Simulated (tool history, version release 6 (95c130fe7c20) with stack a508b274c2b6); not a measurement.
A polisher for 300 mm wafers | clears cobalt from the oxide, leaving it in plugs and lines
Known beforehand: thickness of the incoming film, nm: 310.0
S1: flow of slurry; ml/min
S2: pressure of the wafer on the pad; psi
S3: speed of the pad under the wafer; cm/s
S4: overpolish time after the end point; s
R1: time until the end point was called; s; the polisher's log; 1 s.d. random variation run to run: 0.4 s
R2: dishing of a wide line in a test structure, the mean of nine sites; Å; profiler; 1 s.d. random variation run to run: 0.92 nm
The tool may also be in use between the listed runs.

run  hour   S1   S2   S3  S4      R1      R2
  1   0.0  240  1.8  114  24  54.907  658.99
  2   0.6  295  1.8  114  24  52.984  642.89
  3   7.0  295  1.9  114  23  51.759  640.47
  4   8.5  295  1.9  114  18  51.394  563.05
  5  10.0  295  2.0  114  18  49.212  604.91
  6  15.7  330  2.0  114  18  48.710  584.37
  7  21.8  330  2.1  114  18  47.130  598.97
  8  26.9  330  2.1  114  18  47.460  608.05
  9  33.7  330  2.2  114  17  45.053  602.54
 10  34.5  330  2.2  114  17  45.684  592.39

Run 11 has not been measured yet. What should we expect?
 11  40.0  330  2.3  114  17   ?   ?

{"run 11": {"R1": 43.682, "R2": 608.7}}
